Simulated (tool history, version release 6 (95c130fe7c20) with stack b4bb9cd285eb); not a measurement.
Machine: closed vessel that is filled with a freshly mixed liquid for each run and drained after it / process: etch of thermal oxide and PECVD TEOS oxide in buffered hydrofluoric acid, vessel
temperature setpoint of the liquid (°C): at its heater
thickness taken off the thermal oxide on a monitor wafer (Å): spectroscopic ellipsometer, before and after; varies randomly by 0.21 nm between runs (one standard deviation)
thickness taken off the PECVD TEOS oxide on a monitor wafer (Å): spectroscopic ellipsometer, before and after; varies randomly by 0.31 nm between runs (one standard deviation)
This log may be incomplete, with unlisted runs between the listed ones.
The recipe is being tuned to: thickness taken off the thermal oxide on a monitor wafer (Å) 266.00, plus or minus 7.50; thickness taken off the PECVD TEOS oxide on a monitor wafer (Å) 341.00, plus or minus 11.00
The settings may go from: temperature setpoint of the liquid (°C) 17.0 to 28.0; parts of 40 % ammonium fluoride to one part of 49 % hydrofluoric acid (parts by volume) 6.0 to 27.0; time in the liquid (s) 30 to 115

run,hour,temperature setpoint of the liquid (°C),parts of 40 % ammonium fluoride to one part of 49 % hydrofluoric acid (parts by volume),time in the liquid (s),thickness taken off the thermal oxide on a monitor wafer (Å),thickness taken off the PECVD TEOS oxide on a monitor wafer (Å)
1,0.0,20.0,16.5,60,311.32,399.49
2,5.9,20.0,16.5,75,385.97,504.74
3,8.1,19.0,17.5,75,341.57,446.87
4,14.7,18.5,18.0,75,329.06,420.66
5,17.9,18.5,18.0,95,406.68,538.72
6,22.9,18.0,20.0,95,363.49,472.99
7,25.9,17.5,21.5,95,333.33,430.79
8,32.6,17.5,22.5,95,321.33,414.82
9,35.1,17.5,23.5,95,318.60,401.36
10,37.5,17.5,24.0,95,313.74,392.47
11,45.2,17.5,24.5,95,307.52,399.62
12,51.9,17.5,25.0,95,300.31,389.73
13,59.3,17.5,25.0,95,307.42,393.11
14,60.3,17.5,25.5,95,298.91,384.54
15,65.9,17.5,26.0,95,292.04,373.27
16,74.6,17.5,26.5,95,290.12,369.85
17,78.2,17.0,27.0,95,280.87,359.98

4 candidate next runs follow, results not yet known. Just one meets every target within its allowed miss. Identify it.
A,81.8,18.5,24.5,90,?,?
B,81.8,17.0,27.0,90,?,?
C,81.8,17.5,23.5,85,?,?
D,81.8,17.0,27.0,100,?,?

move,thickness taken off the thermal oxide on a monitor wafer (Å),thickness taken off the PECVD TEOS oxide on a monitor wafer (Å)
A,309.06,396.58
B,265.23,340.34
C,283.79,364.16
D,294.70,378.16
A: lands further from the targets than the last run did
B: in spec on every target
C: lands further from the targets than the last run did
D: lands further from the targets than the last run did
So the answer is move B, the one that meets all the targets.
